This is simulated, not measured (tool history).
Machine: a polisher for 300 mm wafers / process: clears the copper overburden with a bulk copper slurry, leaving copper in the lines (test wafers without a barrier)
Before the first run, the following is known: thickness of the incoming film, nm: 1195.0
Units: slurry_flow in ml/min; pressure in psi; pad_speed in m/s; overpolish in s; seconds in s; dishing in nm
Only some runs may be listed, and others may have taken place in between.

run 1 hour=0 | slurry_flow=160 pressure=2.1 pad_speed=1.26 slurry_solids=1 overpolish=12 | seconds=130.82 dishing=51.309
run 2 hour=1.7 | slurry_flow=160 pressure=2 pad_speed=1.26 slurry_solids=1 overpolish=12 | seconds=136.06 dishing=48.724
run 3 hour=7.8 | slurry_flow=195 pressure=2 pad_speed=1.26 slurry_solids=1 overpolish=12 | seconds=133.88 dishing=49.342
run 4 hour=12.6 | slurry_flow=195 pressure=1.9 pad_speed=1.26 slurry_solids=1 overpolish=12 | seconds=141.67 dishing=48.522
run 5 hour=15.4 | slurry_flow=195 pressure=1.9 pad_speed=1.26 slurry_solids=1 overpolish=9 | seconds=143.93 dishing=39.704
run 6 hour=24 | slurry_flow=195 pressure=1.8 pad_speed=1.26 slurry_solids=1 overpolish=9 | seconds=150.77 dishing=39.784
run 7 hour=30.6 | slurry_flow=195 pressure=1.8 pad_speed=1.26 slurry_solids=1 overpolish=9 | seconds=150.11 dishing=39.231
run 8 hour=35.6 | slurry_flow=170 pressure=1.2 pad_speed=1.24 slurry_solids=1 overpolish=13 | seconds=224.94 dishing=35.7

What will run 9 give?
run 9 hour=44.2 | slurry_flow=175 pressure=1.3 pad_speed=1.24 slurry_solids=1 overpolish=12 | seconds=? dishing=?

Logged for run 9: seconds 210.85 s, dishing 36.497 nm.

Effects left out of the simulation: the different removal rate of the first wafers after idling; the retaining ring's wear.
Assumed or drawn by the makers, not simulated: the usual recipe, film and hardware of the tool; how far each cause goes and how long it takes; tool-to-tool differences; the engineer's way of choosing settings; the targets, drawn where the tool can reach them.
